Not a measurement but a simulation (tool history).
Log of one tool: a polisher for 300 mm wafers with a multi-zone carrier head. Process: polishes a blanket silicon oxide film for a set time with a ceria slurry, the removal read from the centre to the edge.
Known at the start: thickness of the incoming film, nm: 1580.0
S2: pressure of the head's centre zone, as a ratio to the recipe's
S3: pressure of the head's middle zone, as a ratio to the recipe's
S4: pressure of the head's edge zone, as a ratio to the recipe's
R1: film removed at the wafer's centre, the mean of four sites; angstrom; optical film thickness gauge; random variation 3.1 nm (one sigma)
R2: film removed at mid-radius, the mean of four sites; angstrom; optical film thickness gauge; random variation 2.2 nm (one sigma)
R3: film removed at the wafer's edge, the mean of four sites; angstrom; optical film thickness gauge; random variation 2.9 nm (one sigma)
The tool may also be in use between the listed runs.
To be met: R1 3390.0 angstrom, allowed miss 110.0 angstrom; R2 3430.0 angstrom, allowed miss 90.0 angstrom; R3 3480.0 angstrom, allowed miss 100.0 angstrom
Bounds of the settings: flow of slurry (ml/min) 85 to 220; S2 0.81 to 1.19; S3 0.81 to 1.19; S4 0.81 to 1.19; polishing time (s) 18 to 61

Run 1, hour 0.0: flow of slurry (ml/min) 140, S2 1.00, S3 1.00, S4 1.00, polishing time (s) 39. Result: R1 2448.1 angstrom, R2 2412.2 angstrom, R3 2455.8 angstrom.
Run 2, hour 4.1: flow of slurry (ml/min) 140, S2 1.00, S3 1.00, S4 0.92, polishing time (s) 39. Result: R1 2419.5 angstrom, R2 2391.4 angstrom, R3 2307.2 angstrom.
Run 3, hour 7.8: flow of slurry (ml/min) 140, S2 1.00, S3 1.00, S4 1.00, polishing time (s) 39. Result: R1 2440.3 angstrom, R2 2400.8 angstrom, R3 2429.5 angstrom.
Run 4, hour 15.6: flow of slurry (ml/min) 160, S2 1.00, S3 1.00, S4 1.00, polishing time (s) 39. Result: R1 2458.7 angstrom, R2 2447.5 angstrom, R3 2454.6 angstrom.
Run 5, hour 23.6: flow of slurry (ml/min) 160, S2 1.01, S3 1.01, S4 1.02, polishing time (s) 40. Result: R1 2601.5 angstrom, R2 2524.6 angstrom, R3 2553.0 angstrom.
Run 6, hour 25.1: flow of slurry (ml/min) 130, S2 1.01, S3 1.01, S4 1.02, polishing time (s) 40. Result: R1 2529.8 angstrom, R2 2447.5 angstrom, R3 2481.3 angstrom.
Run 7, hour 30.3: flow of slurry (ml/min) 140, S2 1.01, S3 1.02, S4 1.04, polishing time (s) 41. Result: R1 2551.5 angstrom, R2 2559.0 angstrom, R3 2561.0 angstrom.
Run 8, hour 37.4: flow of slurry (ml/min) 145, S2 1.01, S3 1.02, S4 1.06, polishing time (s) 42. Result: R1 2691.2 angstrom, R2 2625.8 angstrom, R3 2663.2 angstrom.
Run 9, hour 46.1: flow of slurry (ml/min) 150, S2 1.01, S3 1.02, S4 1.07, polishing time (s) 43. Result: R1 2742.1 angstrom, R2 2734.2 angstrom, R3 2781.5 angstrom.
Run 10, hour 54.0: flow of slurry (ml/min) 155, S2 1.01, S3 1.02, S4 1.08, polishing time (s) 44. Result: R1 2828.3 angstrom, R2 2802.6 angstrom, R3 2901.0 angstrom.
Run 11, hour 62.3: flow of slurry (ml/min) 160, S2 1.01, S3 1.03, S4 1.09, polishing time (s) 45. Result: R1 2877.7 angstrom, R2 2878.7 angstrom, R3 2966.5 angstrom.
Run 12, hour 64.5: flow of slurry (ml/min) 165, S2 1.02, S3 1.04, S4 1.10, polishing time (s) 46. Result: R1 3050.4 angstrom, R2 2975.7 angstrom, R3 3074.3 angstrom.

Which of these 4 next moves meets every target?
Run A, hour 66.7: flow of slurry (ml/min) 175, S2 1.14, S3 1.18, S4 1.00, polishing time (s) 44. Result: R1 ?, R2 ?, R3 ?.
Run B, hour 66.7: flow of slurry (ml/min) 195, S2 1.09, S3 0.87, S4 1.19, polishing time (s) 46. Result: R1 ?, R2 ?, R3 ?.
Run C, hour 66.7: flow of slurry (ml/min) 150, S2 1.02, S3 1.11, S4 1.05, polishing time (s) 43. Result: R1 ?, R2 ?, R3 ?.
Run D, hour 66.7: flow of slurry (ml/min) 150, S2 1.01, S3 1.06, S4 1.10, polishing time (s) 53. Result: R1 ?, R2 ?, R3 ?.

move      R1      R2      R3
   A  3187.9  3103.5  2799.4
   B  3265.6  2797.4  3239.0
   C  2765.1  2857.7  2752.6
   D  3380.4  3433.1  3473.6
A: further off than the last run
B: further off than the last run
C: further off than the last run
D: meets every target
The right move is D.
